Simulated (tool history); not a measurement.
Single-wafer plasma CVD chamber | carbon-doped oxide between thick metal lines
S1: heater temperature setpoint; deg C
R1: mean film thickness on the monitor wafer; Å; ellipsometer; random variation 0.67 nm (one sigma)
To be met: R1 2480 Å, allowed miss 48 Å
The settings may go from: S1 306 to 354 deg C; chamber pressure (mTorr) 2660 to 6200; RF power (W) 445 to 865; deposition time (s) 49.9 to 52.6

Run 1, hour 0: S1 330 deg C, chamber pressure (mTorr) 4430, RF power (W) 655, deposition time (s) 52.6. Result: R1 3154.1 Å.
Run 2, hour 3.4: S1 330 deg C, chamber pressure (mTorr) 3830, RF power (W) 655, deposition time (s) 52.6. Result: R1 3095.4 Å.
Run 3, hour 4.4: S1 335 deg C, chamber pressure (mTorr) 3830, RF power (W) 655, deposition time (s) 52.6. Result: R1 3046.5 Å.
Run 4, hour 12.7: S1 338 deg C, chamber pressure (mTorr) 3590, RF power (W) 610, deposition time (s) 52.3. Result: R1 2870.8 Å.
Run 5, hour 14.5: S1 340 deg C, chamber pressure (mTorr) 3400, RF power (W) 580, deposition time (s) 52.1. Result: R1 2730.2 Å.
Run 6, hour 22.9: S1 342 deg C, chamber pressure (mTorr) 3220, RF power (W) 565, deposition time (s) 52. Result: R1 2662.8 Å.
Run 7, hour 29.4: S1 344 deg C, chamber pressure (mTorr) 3080, RF power (W) 555, deposition time (s) 51.9. Result: R1 2591.5 Å.
Run 8, hour 32.9: S1 346 deg C, chamber pressure (mTorr) 2980, RF power (W) 550, deposition time (s) 51.9. Result: R1 2567.8 Å.
Run 9, hour 33.8: S1 347 deg C, chamber pressure (mTorr) 2890, RF power (W) 545, deposition time (s) 51.9. Result: R1 2537.3 Å.
Run 10, hour 37.6: S1 348 deg C, chamber pressure (mTorr) 2830, RF power (W) 545, deposition time (s) 51.9. Result: R1 2525.1 Å.

Which of these 4 next moves meets every target?
Run A, hour 41.4: S1 344 deg C, chamber pressure (mTorr) 2940, RF power (W) 555, deposition time (s) 49.9. Result: R1 ?.
Run B, hour 41.4: S1 347 deg C, chamber pressure (mTorr) 3300, RF power (W) 565, deposition time (s) 51.6. Result: R1 ?.
Run C, hour 41.4: S1 348 deg C, chamber pressure (mTorr) 3330, RF power (W) 540, deposition time (s) 52.1. Result: R1 ?.
Run D, hour 41.4: S1 342 deg C, chamber pressure (mTorr) 3020, RF power (W) 565, deposition time (s) 51.1. Result: R1 ?.

move      R1
   A  2498.7
   B  2617.1
   C  2562.7
   D  2605.8
A: meets every target
B: further off than the last run
C: further off than the last run
D: further off than the last run
Answer: A

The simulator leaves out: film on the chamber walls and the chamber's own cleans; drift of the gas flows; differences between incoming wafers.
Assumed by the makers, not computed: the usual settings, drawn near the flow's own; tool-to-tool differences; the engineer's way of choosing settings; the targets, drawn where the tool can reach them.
